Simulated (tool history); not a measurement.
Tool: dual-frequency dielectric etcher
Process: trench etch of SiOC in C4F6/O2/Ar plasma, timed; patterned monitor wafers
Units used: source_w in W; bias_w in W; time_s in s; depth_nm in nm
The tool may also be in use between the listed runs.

run    day  source_w  bias_w  time_s  depth_nm
  1  0.000       310     203      14    28.027
  2  0.204       310     218      14    28.702
  3  0.396       290     217      14    27.909
  4  0.771       280     217      14    27.788
  5  1.133       270     216      14    27.138
  6  1.212       300     216      14    28.134

Run 7 has not been measured yet. What should we expect?
  7  1.292       290     215      14         ?

Run 7 gave depth_nm 27.921 nm.
